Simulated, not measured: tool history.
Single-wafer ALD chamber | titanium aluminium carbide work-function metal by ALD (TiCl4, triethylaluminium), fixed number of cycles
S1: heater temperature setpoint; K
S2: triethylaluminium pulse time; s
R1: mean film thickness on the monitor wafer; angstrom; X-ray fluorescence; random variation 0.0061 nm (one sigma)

{"run": 1, "hour": 0.0, "S1": 548.15, "S2": 12.29, "R1": 17.872}
{"run": 2, "hour": 2.8, "S1": 542.15, "S2": 11.53, "R1": 17.296}
{"run": 3, "hour": 10.2, "S1": 537.15, "S2": 10.97, "R1": 16.652}
{"run": 4, "hour": 11.5, "S1": 537.15, "S2": 13.46, "R1": 17.046}
{"run": 5, "hour": 12.5, "S1": 537.15, "S2": 16.53, "R1": 17.037}
{"run": 6, "hour": 13.2, "S1": 537.15, "S2": 17.79, "R1": 17.093}

Forecast run 7:
{"run": 7, "hour": 21.6, "S1": 534.15, "S2": 15.97, "R1": "?"}

R1: 16.715 angstrom

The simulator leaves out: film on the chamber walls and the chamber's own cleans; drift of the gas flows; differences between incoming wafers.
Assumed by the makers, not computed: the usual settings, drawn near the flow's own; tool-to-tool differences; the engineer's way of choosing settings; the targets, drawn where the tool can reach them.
